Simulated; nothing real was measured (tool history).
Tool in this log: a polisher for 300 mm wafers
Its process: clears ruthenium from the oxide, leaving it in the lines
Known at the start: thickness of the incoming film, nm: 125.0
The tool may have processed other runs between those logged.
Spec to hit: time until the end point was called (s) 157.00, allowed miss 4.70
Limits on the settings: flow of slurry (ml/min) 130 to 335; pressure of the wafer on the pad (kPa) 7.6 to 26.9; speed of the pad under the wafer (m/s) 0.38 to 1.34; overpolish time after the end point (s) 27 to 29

run,hour,flow of slurry (ml/min),pressure of the wafer on the pad (kPa),speed of the pad under the wafer (m/s),overpolish time after the end point (s),time until the end point was called (s)
1,0.0,215,17.2,0.86,27,134.56
2,7.8,215,16.5,0.86,27,138.43
3,15.7,215,15.2,0.86,27,148.32
4,20.4,215,19.3,0.86,27,118.35
5,24.6,215,19.3,1.08,27,103.69
6,31.0,215,19.3,1.08,27,102.01
7,35.8,200,14.5,1.06,27,136.12
8,38.1,195,13.8,1.06,27,142.29

Next run, 4 choices. One meets every target within its allowed miss, the rest don't. Which?
A,40.4,220,14.5,1.10,28,?
B,40.4,140,13.8,1.08,27,?
C,40.4,160,16.5,0.78,29,?
D,40.4,200,13.1,1.06,29,?

move,time until the end point was called (s)
A,128.82
B,147.54
C,154.02
D,146.67
A: lands further from the targets than the last run did
B: closes in on the targets versus the last run, not all within tolerance yet
C: all results land within tolerance of their targets
D: closes in on the targets versus the last run, not all within tolerance yet
Move C is the one to make.

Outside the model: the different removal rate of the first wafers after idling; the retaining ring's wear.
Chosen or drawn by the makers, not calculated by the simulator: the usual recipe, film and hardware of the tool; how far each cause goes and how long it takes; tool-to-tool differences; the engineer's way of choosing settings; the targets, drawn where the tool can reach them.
